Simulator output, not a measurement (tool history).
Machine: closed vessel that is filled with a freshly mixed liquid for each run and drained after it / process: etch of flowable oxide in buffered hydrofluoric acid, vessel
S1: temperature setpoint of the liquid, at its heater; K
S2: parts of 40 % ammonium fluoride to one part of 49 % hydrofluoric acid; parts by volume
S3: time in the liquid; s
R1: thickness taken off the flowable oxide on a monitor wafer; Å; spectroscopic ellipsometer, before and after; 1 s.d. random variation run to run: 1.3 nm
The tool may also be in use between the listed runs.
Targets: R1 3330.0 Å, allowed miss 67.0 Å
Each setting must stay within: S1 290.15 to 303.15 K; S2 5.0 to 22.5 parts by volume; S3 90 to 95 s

| run | day | S1 | S2 | S3 | R1 |
|---|---|---|---|---|---|
| 1 | 0.000 | 295.15 | 13.5 | 90 | 1873.9 |
| 2 | 0.379 | 295.15 | 16.0 | 90 | 1593.1 |
| 3 | 0.646 | 296.65 | 15.5 | 90 | 1784.8 |
| 4 | 0.912 | 297.65 | 15.0 | 90 | 1948.3 |
| 5 | 1.142 | 298.65 | 14.5 | 90 | 2110.7 |
| 6 | 1.521 | 300.15 | 14.5 | 90 | 2297.9 |
| 7 | 1.729 | 300.65 | 14.0 | 90 | 2460.8 |
| 8 | 1.804 | 301.15 | 13.5 | 90 | 2605.0 |
| 9 | 1.938 | 301.65 | 13.0 | 90 | 2766.0 |

Of the 5 settings listed for the next run, only one would bring every result within its allowed miss of target. Which one?
| A | 2.071 | 302.65 | 11.5 | 90 | ? |
| B | 2.071 | 302.15 | 12.5 | 95 | ? |
| C | 2.071 | 301.65 | 12.0 | 95 | ? |
| D | 2.071 | 303.15 | 13.0 | 95 | ? |
| E | 2.071 | 302.15 | 12.0 | 90 | ? |

| move | R1 |
|---|---|
| A | 3314.2 |
| B | 3141.0 |
| C | 3183.4 |
| D | 3186.4 |
| E | 3096.7 |
A: every result within its allowed miss
B: an improvement on the last run, though not all results are within tolerance
C: an improvement on the last run, though not all results are within tolerance
D: an improvement on the last run, though not all results are within tolerance
E: an improvement on the last run, though not all results are within tolerance
Correct choice: A, which meets every target
